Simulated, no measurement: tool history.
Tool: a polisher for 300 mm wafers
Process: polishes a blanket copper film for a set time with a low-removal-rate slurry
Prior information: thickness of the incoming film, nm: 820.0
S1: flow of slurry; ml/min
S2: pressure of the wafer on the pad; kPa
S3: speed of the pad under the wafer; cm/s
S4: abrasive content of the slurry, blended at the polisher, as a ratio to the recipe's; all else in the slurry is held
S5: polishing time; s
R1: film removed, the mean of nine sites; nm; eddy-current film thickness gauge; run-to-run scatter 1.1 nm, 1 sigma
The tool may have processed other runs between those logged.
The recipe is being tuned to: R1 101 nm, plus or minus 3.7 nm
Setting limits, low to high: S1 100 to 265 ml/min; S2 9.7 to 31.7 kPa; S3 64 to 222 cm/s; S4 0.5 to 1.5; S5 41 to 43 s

Run 1, day 0: S1 170 ml/min, S2 20.7 kPa, S3 142 cm/s, S4 1, S5 41 s. Result: R1 145.54 nm.
Run 2, day 0.192: S1 170 ml/min, S2 20.7 kPa, S3 142 cm/s, S4 1, S5 43 s. Result: R1 152.88 nm.
Run 3, day 0.288: S1 170 ml/min, S2 20.7 kPa, S3 142 cm/s, S4 1, S5 43 s. Result: R1 152.09 nm.
Run 4, day 0.454: S1 170 ml/min, S2 19.3 kPa, S3 142 cm/s, S4 1, S5 43 s. Result: R1 138.52 nm.
Run 5, day 0.704: S1 170 ml/min, S2 18.6 kPa, S3 142 cm/s, S4 1, S5 43 s. Result: R1 136.65 nm.
Run 6, day 0.9: S1 170 ml/min, S2 17.2 kPa, S3 142 cm/s, S4 1, S5 43 s. Result: R1 125.35 nm.
Run 7, day 1.267: S1 170 ml/min, S2 16.5 kPa, S3 142 cm/s, S4 1, S5 43 s. Result: R1 121.27 nm.
Run 8, day 1.6: S1 170 ml/min, S2 16.5 kPa, S3 142 cm/s, S4 1, S5 43 s. Result: R1 120.64 nm.
Run 9, day 1.696: S1 170 ml/min, S2 15.9 kPa, S3 142 cm/s, S4 1, S5 43 s. Result: R1 116.76 nm.
Run 10, day 1.85: S1 170 ml/min, S2 15.2 kPa, S3 142 cm/s, S4 1, S5 43 s. Result: R1 110.65 nm.
Run 11, day 1.888: S1 165 ml/min, S2 14.5 kPa, S3 142 cm/s, S4 1, S5 43 s. Result: R1 106.97 nm.

Below are 4 possible settings for the next run. Only one of them brings all results inside the allowed miss of their targets. Which is it?
Run A, day 1.925: S1 140 ml/min, S2 15.9 kPa, S3 146 cm/s, S4 1, S5 43 s. Result: R1 ?.
Run B, day 1.925: S1 165 ml/min, S2 16.5 kPa, S3 142 cm/s, S4 1, S5 43 s. Result: R1 ?.
Run C, day 1.925: S1 140 ml/min, S2 14.5 kPa, S3 154 cm/s, S4 0.8, S5 41 s. Result: R1 ?.
Run D, day 1.925: S1 175 ml/min, S2 14.5 kPa, S3 162 cm/s, S4 0.9, S5 41 s. Result: R1 ?.

move      R1
   A  114.64
   B  120.01
   C  101.42
   D   113.4
A: its largest miss is bigger than the last run's
B: its largest miss is bigger than the last run's
C: in spec on every target
D: its largest miss is bigger than the last run's
C meets every target.
